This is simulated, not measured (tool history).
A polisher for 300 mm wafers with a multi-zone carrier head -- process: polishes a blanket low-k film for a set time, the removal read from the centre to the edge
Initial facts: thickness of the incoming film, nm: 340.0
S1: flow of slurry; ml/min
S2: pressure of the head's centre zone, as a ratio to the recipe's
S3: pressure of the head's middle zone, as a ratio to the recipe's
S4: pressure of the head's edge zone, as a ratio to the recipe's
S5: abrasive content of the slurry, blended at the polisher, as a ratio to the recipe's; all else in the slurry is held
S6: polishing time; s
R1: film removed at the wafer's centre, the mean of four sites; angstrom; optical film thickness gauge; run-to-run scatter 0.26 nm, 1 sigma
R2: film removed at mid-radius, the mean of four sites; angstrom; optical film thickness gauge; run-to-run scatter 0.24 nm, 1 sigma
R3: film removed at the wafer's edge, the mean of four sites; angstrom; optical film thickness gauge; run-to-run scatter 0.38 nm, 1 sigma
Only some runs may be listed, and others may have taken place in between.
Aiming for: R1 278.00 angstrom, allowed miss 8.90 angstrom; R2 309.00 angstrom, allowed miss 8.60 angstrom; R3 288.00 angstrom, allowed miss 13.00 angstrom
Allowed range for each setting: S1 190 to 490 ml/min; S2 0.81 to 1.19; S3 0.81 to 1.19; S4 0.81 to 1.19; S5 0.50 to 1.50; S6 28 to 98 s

{"run": 1, "hour": 0.0, "S1": 315, "S2": 1.0, "S3": 1.0, "S4": 1.0, "S5": 1.0, "S6": 63, "R1": 306.17, "R2": 328.08, "R3": 336.99}
{"run": 2, "hour": 6.9, "S1": 260, "S2": 1.0, "S3": 1.0, "S4": 1.0, "S5": 1.0, "S6": 63, "R1": 297.49, "R2": 322.57, "R3": 329.92}
{"run": 3, "hour": 13.1, "S1": 255, "S2": 1.0, "S3": 1.0, "S4": 0.97, "S5": 1.0, "S6": 63, "R1": 300.35, "R2": 325.06, "R3": 324.48}
{"run": 4, "hour": 14.9, "S1": 250, "S2": 0.99, "S3": 1.0, "S4": 0.95, "S5": 0.95, "S6": 63, "R1": 289.39, "R2": 314.8, "R3": 324.67}
{"run": 5, "hour": 22.2, "S1": 250, "S2": 0.99, "S3": 1.06, "S4": 0.95, "S5": 0.95, "S6": 63, "R1": 292.58, "R2": 333.43, "R3": 309.94}
{"run": 6, "hour": 26.6, "S1": 250, "S2": 0.99, "S3": 1.0, "S4": 0.95, "S5": 0.95, "S6": 63, "R1": 295.26, "R2": 313.71, "R3": 318.44}
{"run": 7, "hour": 31.9, "S1": 245, "S2": 0.99, "S3": 1.01, "S4": 0.94, "S5": 0.9, "S6": 63, "R1": 289.48, "R2": 315.91, "R3": 308.46}
{"run": 8, "hour": 35.4, "S1": 240, "S2": 0.99, "S3": 1.01, "S4": 0.93, "S5": 0.85, "S6": 63, "R1": 275.98, "R2": 310.3, "R3": 306.33}
{"run": 9, "hour": 38.3, "S1": 240, "S2": 1.0, "S3": 1.02, "S4": 0.92, "S5": 0.85, "S6": 63, "R1": 277.06, "R2": 310.11, "R3": 305.13}

Consider the 5 candidate settings below. Which is the only one whose results all fall within their allowed miss of target?
{"run": "A", "hour": 41.2, "S1": 290, "S2": 0.88, "S3": 0.91, "S4": 0.95, "S5": 0.6, "S6": 78, "R1": "?", "R2": "?", "R3": "?"}
{"run": "B", "hour": 41.2, "S1": 200, "S2": 0.99, "S3": 0.98, "S4": 0.97, "S5": 0.75, "S6": 69, "R1": "?", "R2": "?", "R3": "?"}
{"run": "C", "hour": 41.2, "S1": 225, "S2": 0.86, "S3": 0.85, "S4": 0.92, "S5": 0.55, "S6": 82, "R1": "?", "R2": "?", "R3": "?"}
{"run": "D", "hour": 41.2, "S1": 235, "S2": 0.94, "S3": 0.93, "S4": 0.96, "S5": 0.95, "S6": 65, "R1": "?", "R2": "?", "R3": "?"}
{"run": "E", "hour": 41.2, "S1": 315, "S2": 1.01, "S3": 1.04, "S4": 0.89, "S5": 1.0, "S6": 57, "R1": "?", "R2": "?", "R3": "?"}

move=A R1=278.21 R2=324.14 R3=334.92
move=B R1=283.45 R2=311.75 R3=311.04
move=C R1=268.58 R2=305.77 R3=330.26
move=D R1=281.66 R2=313.05 R3=321.61
move=E R1=279.74 R2=313.48 R3=284.86
A: lands further from the targets than the last run did
B: lands further from the targets than the last run did
C: lands further from the targets than the last run did
D: lands further from the targets than the last run did
E: hits every target within its allowed miss
The move that meets every target is E.

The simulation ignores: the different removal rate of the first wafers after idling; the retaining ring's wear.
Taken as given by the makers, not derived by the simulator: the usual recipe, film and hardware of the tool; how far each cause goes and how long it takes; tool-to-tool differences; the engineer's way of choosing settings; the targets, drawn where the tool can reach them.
